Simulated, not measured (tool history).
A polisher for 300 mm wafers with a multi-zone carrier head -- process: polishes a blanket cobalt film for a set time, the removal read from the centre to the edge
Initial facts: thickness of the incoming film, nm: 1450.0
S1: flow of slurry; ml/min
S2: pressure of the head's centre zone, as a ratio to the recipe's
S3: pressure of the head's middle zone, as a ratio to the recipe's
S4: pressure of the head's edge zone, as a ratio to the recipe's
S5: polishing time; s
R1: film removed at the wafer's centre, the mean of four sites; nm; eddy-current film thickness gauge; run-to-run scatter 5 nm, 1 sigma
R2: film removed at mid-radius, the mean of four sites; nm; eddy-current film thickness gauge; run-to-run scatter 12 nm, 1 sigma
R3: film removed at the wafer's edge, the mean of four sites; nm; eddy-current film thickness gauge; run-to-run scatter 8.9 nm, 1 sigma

run  hour   S1    S2    S3    S4  S5      R1      R2      R3
  1     0  290     1     1     1  74  583.47  578.54  583.03
  2   3.3  290     1     1  1.04  74  584.18   576.3  585.84
  3  11.4  295  0.97  1.05  1.04  78  590.21  643.07  605.96
  4  18.8  295  0.97   1.1  1.04  78  590.16  671.27  624.55
  5    23  305  0.96  1.12  1.03  81  613.07  703.89   632.9
  6  25.7  300  0.94  1.14  1.04  84  625.46  738.44  661.36
  7  33.9  315  0.92  1.15  1.04  86  626.79  760.94  700.54
  8  38.7  285  0.91  1.16  1.03  88  628.42  793.27  682.19
  9  39.5  285  0.91  1.16  1.03  88  631.05  768.92  671.35

The next listed run, before its measurement:
 10  43.9  295  0.9  1.17  1.02  90   ?   ?   ?

{"run 10": {"R1": 642.53, "R2": 809.47, "R3": 702.46}}
